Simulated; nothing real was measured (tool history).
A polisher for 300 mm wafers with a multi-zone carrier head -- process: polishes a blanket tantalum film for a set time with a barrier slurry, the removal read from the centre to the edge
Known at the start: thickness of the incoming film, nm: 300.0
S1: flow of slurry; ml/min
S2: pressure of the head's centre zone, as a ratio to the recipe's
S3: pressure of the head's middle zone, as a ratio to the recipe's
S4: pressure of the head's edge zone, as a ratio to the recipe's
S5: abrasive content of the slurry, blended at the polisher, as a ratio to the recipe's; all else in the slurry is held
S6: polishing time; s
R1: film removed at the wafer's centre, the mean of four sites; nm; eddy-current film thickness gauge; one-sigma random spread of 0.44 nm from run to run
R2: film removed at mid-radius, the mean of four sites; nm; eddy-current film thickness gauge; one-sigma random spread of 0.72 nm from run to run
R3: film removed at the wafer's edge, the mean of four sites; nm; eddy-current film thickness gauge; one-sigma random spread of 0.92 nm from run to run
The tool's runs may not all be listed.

Run 1, day 0: S1 165 ml/min, S2 1, S3 1, S4 1, S5 1, S6 48 s. Result: R1 61.177 nm, R2 68.492 nm, R3 67.133 nm.
Run 2, day 0.346: S1 185 ml/min, S2 1.01, S3 1.02, S4 1.03, S5 1.05, S6 48 s. Result: R1 63.625 nm, R2 71.2 nm, R3 68.35 nm.
Run 3, day 0.575: S1 185 ml/min, S2 1.01, S3 1.02, S4 1.03, S5 1.05, S6 43 s. Result: R1 57.115 nm, R2 64.448 nm, R3 61.743 nm.
Run 4, day 0.704: S1 180 ml/min, S2 1.02, S3 1.04, S4 1.06, S5 1.15, S6 44 s. Result: R1 59.448 nm, R2 67.582 nm, R3 64.471 nm.
Run 5, day 0.954: S1 180 ml/min, S2 0.97, S3 1.04, S4 1.06, S5 1.15, S6 44 s. Result: R1 56.369 nm, R2 67.418 nm, R3 66.048 nm.
Run 6, day 1.279: S1 180 ml/min, S2 0.89, S3 1.04, S4 1.06, S5 1.15, S6 44 s. Result: R1 52.273 nm, R2 67.102 nm, R3 65.371 nm.
Run 7, day 1.612: S1 190 ml/min, S2 0.94, S3 1.05, S4 1.08, S5 1.25, S6 44 s. Result: R1 56.01 nm, R2 69.053 nm, R3 67.273 nm.
Run 8, day 1.95: S1 195 ml/min, S2 0.97, S3 1.06, S4 1.1, S5 1.3, S6 45 s. Result: R1 59.671 nm, R2 71.949 nm, R3 68.199 nm.
Run 9, day 2.029: S1 190 ml/min, S2 0.99, S3 1.06, S4 1.11, S5 1.35, S6 46 s. Result: R1 63.197 nm, R2 73.569 nm, R3 71.669 nm.
Run 10, day 2.329: S1 195 ml/min, S2 1, S3 1.07, S4 1.12, S5 1.4, S6 47 s. Result: R1 64.442 nm, R2 76.252 nm, R3 74.561 nm.
Run 11, day 2.458: S1 205 ml/min, S2 1.02, S3 1.08, S4 1.12, S5 1.45, S6 47 s. Result: R1 67.613 nm, R2 76.804 nm, R3 75.596 nm.

What will run 12 give?
Run 12, day 2.646: S1 215 ml/min, S2 1.03, S3 1.09, S4 1.12, S5 1.45, S6 47 s. Result: R1 ?, R2 ?, R3 ?.

Run 12 yielded R1 68.77 nm, R2 78.972 nm, R3 75.307 nm.
